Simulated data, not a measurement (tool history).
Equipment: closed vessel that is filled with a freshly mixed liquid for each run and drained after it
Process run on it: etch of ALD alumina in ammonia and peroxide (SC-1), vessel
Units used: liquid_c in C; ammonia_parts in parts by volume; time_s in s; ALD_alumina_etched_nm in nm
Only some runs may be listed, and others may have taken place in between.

run  hour  liquid_c  ammonia_parts  time_s  ALD_alumina_etched_nm
  1   0.0      50.0            0.4     340                13.2840
  2   1.9      43.0            0.4     340                 8.9756
  3  10.0      38.0            0.4     340                 6.5840
  4  11.4      42.5            0.4     340                 8.6931
  5  12.1      38.0            0.4     340                 6.7087
  6  13.1      44.5            0.4     340                 9.6065
  7  18.9      47.5            0.4     340                11.3190
  8  27.4      49.5            0.4     340                12.7950
  9  34.4      49.5            0.4     340                12.7700

Estimate the outcome of run 10 from the log above:
 10  40.3      51.0            0.4     340                      ?

ALD_alumina_etched_nm: 13.9640 nm
